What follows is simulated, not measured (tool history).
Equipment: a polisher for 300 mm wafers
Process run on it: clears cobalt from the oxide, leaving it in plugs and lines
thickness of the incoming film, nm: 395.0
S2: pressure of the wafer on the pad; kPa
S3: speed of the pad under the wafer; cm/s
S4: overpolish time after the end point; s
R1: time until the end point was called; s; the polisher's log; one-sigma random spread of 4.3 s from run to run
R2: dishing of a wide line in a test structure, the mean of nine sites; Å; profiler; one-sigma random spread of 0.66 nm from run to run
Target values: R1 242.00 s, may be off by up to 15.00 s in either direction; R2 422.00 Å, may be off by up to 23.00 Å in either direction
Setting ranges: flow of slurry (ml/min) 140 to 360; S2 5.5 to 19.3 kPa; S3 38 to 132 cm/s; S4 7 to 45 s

run 1 hour=0.0 | flow_of_slurry_(ml/min)=230 S2=12.4 S3=84 S4=23 | R1=108.52 R2=602.11
run 2 hour=1.4 | flow_of_slurry_(ml/min)=230 S2=12.4 S3=84 S4=15 | R1=104.00 R2=453.30
run 3 hour=7.6 | flow_of_slurry_(ml/min)=270 S2=12.4 S3=84 S4=15 | R1=105.70 R2=434.12
run 4 hour=12.0 | flow_of_slurry_(ml/min)=270 S2=12.4 S3=64 S4=15 | R1=132.37 R2=362.88
run 5 hour=12.8 | flow_of_slurry_(ml/min)=265 S2=11.0 S3=64 S4=18 | R1=148.81 R2=379.75
run 6 hour=21.7 | flow_of_slurry_(ml/min)=260 S2=9.7 S3=64 S4=20 | R1=178.40 R2=368.66
run 7 hour=29.5 | flow_of_slurry_(ml/min)=260 S2=9.0 S3=64 S4=22 | R1=182.40 R2=392.30
run 8 hour=35.0 | flow_of_slurry_(ml/min)=260 S2=8.3 S3=64 S4=23 | R1=202.37 R2=388.71
run 9 hour=42.0 | flow_of_slurry_(ml/min)=260 S2=7.6 S3=64 S4=24 | R1=208.97 R2=368.74
run 10 hour=46.2 | flow_of_slurry_(ml/min)=255 S2=7.6 S3=64 S4=25 | R1=211.11 R2=382.16
run 11 hour=48.0 | flow_of_slurry_(ml/min)=255 S2=7.6 S3=64 S4=26 | R1=214.59 R2=391.07
run 12 hour=56.4 | flow_of_slurry_(ml/min)=255 S2=7.6 S3=64 S4=27 | R1=209.10 R2=418.60
run 13 hour=61.2 | flow_of_slurry_(ml/min)=255 S2=7.6 S3=64 S4=28 | R1=214.17 R2=430.31

Of the 5 settings listed for the next run, only one would bring every result within its allowed miss of target. Which one?
run A hour=66.0 | flow_of_slurry_(ml/min)=215 S2=7.6 S3=66 S4=24 | R1=? R2=?
run B hour=66.0 | flow_of_slurry_(ml/min)=240 S2=6.9 S3=60 S4=26 | R1=? R2=?
run C hour=66.0 | flow_of_slurry_(ml/min)=285 S2=5.5 S3=72 S4=28 | R1=? R2=?
run D hour=66.0 | flow_of_slurry_(ml/min)=265 S2=6.9 S3=70 S4=24 | R1=? R2=?
run E hour=66.0 | flow_of_slurry_(ml/min)=220 S2=7.6 S3=56 S4=32 | R1=? R2=?

move=A R1=200.45 R2=372.05
move=B R1=235.58 R2=348.73
move=C R1=234.02 R2=372.42
move=D R1=201.31 R2=370.84
move=E R1=234.12 R2=413.81
A: the biggest miss grows against the last run
B: brings the result that was furthest off to its target, and leaves another outside
C: brings the result that was furthest off to its target, and leaves another outside
D: the biggest miss grows against the last run
E: meets every target
The move that meets every target is E.
